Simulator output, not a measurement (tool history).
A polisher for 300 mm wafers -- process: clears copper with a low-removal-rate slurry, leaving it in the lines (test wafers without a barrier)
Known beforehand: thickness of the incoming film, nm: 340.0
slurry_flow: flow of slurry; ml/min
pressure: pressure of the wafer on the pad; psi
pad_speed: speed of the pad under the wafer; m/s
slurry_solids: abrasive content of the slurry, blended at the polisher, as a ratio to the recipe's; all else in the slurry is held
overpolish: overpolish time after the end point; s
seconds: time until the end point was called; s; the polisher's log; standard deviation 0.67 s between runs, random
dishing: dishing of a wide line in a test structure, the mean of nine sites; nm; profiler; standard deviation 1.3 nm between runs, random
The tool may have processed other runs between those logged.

run,hour,slurry_flow,pressure,pad_speed,slurry_solids,overpolish,seconds,dishing
1,0.0,240,3.1,1.28,1.00,11,78.951,30.966
2,2.6,240,3.1,1.28,0.90,11,81.286,29.080
3,7.6,240,3.3,1.28,0.95,12,75.201,33.558
4,12.3,240,3.3,1.28,0.95,16,75.660,39.997
5,14.1,240,3.3,1.28,1.10,16,72.989,41.368
6,16.6,240,3.3,1.28,0.90,16,78.864,39.212

Run 7 comes next. What will it give?
7,22.6,240,3.5,1.28,0.90,16,?,?

{"run 7": {"seconds": 71.779, "dishing": 41.243}}
